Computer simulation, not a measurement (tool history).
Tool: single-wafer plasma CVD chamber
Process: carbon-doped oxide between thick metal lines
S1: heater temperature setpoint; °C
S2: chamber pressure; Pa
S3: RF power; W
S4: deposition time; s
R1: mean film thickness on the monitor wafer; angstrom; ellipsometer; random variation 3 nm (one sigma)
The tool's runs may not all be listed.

{"run": 1, "hour": 0.0, "S1": 345, "S2": 735, "S3": 385, "S4": 144, "R1": 6440.8}
{"run": 2, "hour": 6.7, "S1": 345, "S2": 735, "S3": 385, "S4": 144, "R1": 6479.5}
{"run": 3, "hour": 10.9, "S1": 346, "S2": 721, "S3": 380, "S4": 144, "R1": 6328.6}
{"run": 4, "hour": 13.7, "S1": 346, "S2": 721, "S3": 355, "S4": 144, "R1": 6132}
{"run": 5, "hour": 16.3, "S1": 346, "S2": 772, "S3": 355, "S4": 144, "R1": 6125.9}
{"run": 6, "hour": 20.5, "S1": 353, "S2": 772, "S3": 355, "S4": 144, "R1": 6033.5}

Run 7 comes next. What will it give?
{"run": 7, "hour": 25.0, "S1": 353, "S2": 768, "S3": 355, "S4": 144, "R1": "?"}

R1: 6015.3 angstrom

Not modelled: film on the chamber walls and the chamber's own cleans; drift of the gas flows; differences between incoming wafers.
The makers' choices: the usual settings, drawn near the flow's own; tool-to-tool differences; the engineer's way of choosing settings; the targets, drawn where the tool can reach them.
